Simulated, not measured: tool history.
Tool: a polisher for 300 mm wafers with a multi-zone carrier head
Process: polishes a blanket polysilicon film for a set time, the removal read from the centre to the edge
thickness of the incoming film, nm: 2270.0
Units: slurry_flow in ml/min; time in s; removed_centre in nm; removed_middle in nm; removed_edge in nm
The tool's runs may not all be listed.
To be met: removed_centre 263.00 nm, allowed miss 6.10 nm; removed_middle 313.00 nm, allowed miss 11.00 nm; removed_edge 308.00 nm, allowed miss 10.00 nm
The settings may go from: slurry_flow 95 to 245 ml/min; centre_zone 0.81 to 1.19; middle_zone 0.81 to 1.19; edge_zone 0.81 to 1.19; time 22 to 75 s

run,hour,slurry_flow,centre_zone,middle_zone,edge_zone,time,removed_centre,removed_middle,removed_edge
1,0.0,155,1.00,1.00,1.00,48,391.77,392.27,398.28
2,1.9,155,1.00,1.00,1.00,56,457.00,462.23,465.73
3,7.8,155,1.00,1.00,1.00,64,520.63,529.92,530.07
4,12.2,150,0.98,1.00,0.98,61,485.18,509.11,497.64
5,20.3,150,0.98,1.00,0.93,61,482.23,492.43,487.54
6,29.2,150,0.98,0.93,0.93,61,482.29,471.77,501.66
7,31.1,105,0.88,0.98,0.83,47,300.02,348.22,339.29
8,38.9,105,0.88,0.98,0.83,46,297.36,330.99,332.43
9,43.5,105,0.87,0.98,0.83,46,295.49,344.41,335.53
10,50.9,105,0.87,0.98,0.83,46,291.31,342.03,334.78
11,55.2,105,0.87,0.98,0.83,45,282.79,333.15,324.12
12,58.1,105,0.86,0.97,0.82,44,274.49,321.74,319.93
13,59.0,100,0.85,0.98,0.81,42,255.49,304.02,299.42

Which of these 5 next moves meets every target?
A,59.9,105,0.93,1.08,0.81,39,?,?,?
B,59.9,95,0.84,0.96,0.86,45,?,?,?
C,59.9,115,0.85,0.81,0.88,43,?,?,?
D,59.9,115,0.84,0.97,0.83,42,?,?,?
E,59.9,95,0.88,0.83,0.88,45,?,?,?

move,removed_centre,removed_middle,removed_edge
A,261.14,309.13,278.76
B,261.80,314.86,321.36
C,270.51,279.98,322.42
D,261.36,314.01,308.40
E,274.15,281.52,324.31
A: brings the result that was furthest off to its target, and leaves another outside
B: brings the result that was furthest off to its target, and leaves another outside
C: takes the result that was furthest off past its target
D: meets every target
E: takes the result that was furthest off past its target
Move D is the one to make.

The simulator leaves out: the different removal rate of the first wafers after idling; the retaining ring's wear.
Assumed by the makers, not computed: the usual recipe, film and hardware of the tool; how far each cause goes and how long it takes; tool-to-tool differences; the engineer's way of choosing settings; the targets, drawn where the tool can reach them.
